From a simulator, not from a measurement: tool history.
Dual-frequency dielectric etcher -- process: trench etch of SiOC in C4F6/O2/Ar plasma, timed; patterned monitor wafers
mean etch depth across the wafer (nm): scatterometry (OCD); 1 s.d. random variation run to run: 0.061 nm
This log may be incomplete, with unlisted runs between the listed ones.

run  hour  source power (W)  bias power (W)  etch time (s)  mean etch depth across the wafer (nm)
  1   0.0               300             170           10.5                                 20.435
  2   7.1               300             170           10.0                                 19.393
  3   9.0               300             170           10.0                                 19.544
  4  15.2               320             172           10.0                                 20.097
  5  19.6               320             172           10.0                                 20.046
  6  22.0               340             172           10.0                                 20.573
  7  29.6               350             173           10.0                                 20.752
  8  37.3               360             175           10.0                                 21.008

What will run 9 give?
  9  41.7               370             176           10.0                                      ?

{"run 9": {"mean etch depth across the wafer (nm)": 21.255}}

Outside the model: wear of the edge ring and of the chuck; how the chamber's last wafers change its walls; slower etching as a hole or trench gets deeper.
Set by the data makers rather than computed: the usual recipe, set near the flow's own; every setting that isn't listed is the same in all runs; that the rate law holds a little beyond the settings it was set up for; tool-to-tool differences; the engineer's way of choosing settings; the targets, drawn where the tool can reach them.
